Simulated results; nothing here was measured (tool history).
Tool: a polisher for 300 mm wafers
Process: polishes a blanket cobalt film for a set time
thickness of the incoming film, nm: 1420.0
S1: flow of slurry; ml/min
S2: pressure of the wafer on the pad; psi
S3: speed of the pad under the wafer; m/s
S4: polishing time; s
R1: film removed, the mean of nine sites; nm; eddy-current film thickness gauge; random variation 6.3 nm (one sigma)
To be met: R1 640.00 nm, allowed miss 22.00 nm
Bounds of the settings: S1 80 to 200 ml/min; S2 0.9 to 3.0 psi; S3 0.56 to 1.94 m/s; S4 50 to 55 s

run 1 hour=0.0 | S1=130 S2=1.9 S3=1.24 S4=55 | R1=329.37
run 2 hour=2.8 | S1=130 S2=2.2 S3=1.24 S4=55 | R1=372.89
run 3 hour=3.5 | S1=140 S2=2.5 S3=1.30 S4=55 | R1=446.80
run 4 hour=11.3 | S1=160 S2=2.5 S3=1.30 S4=55 | R1=447.13
run 5 hour=19.0 | S1=160 S2=2.7 S3=1.36 S4=55 | R1=508.68
run 6 hour=26.6 | S1=175 S2=2.7 S3=1.36 S4=55 | R1=516.73
run 7 hour=32.2 | S1=175 S2=2.8 S3=1.40 S4=55 | R1=548.52
run 8 hour=38.7 | S1=175 S2=2.9 S3=1.44 S4=55 | R1=573.56

Which of these 5 next moves meets every target?
run A hour=45.2 | S1=200 S2=2.7 S3=1.58 S4=55 | R1=?
run B hour=45.2 | S1=190 S2=2.8 S3=1.48 S4=55 | R1=?
run C hour=45.2 | S1=155 S2=3.0 S3=1.38 S4=53 | R1=?
run D hour=45.2 | S1=155 S2=2.9 S3=1.66 S4=55 | R1=?
run E hour=45.2 | S1=200 S2=3.0 S3=1.42 S4=53 | R1=?

move=A R1=600.26
move=B R1=587.39
move=C R1=556.04
move=D R1=642.82
move=E R1=591.18
A: nearer than the last run, and not there yet
B: nearer than the last run, and not there yet
C: further off than the last run
D: meets every target
E: nearer than the last run, and not there yet
Answer: D
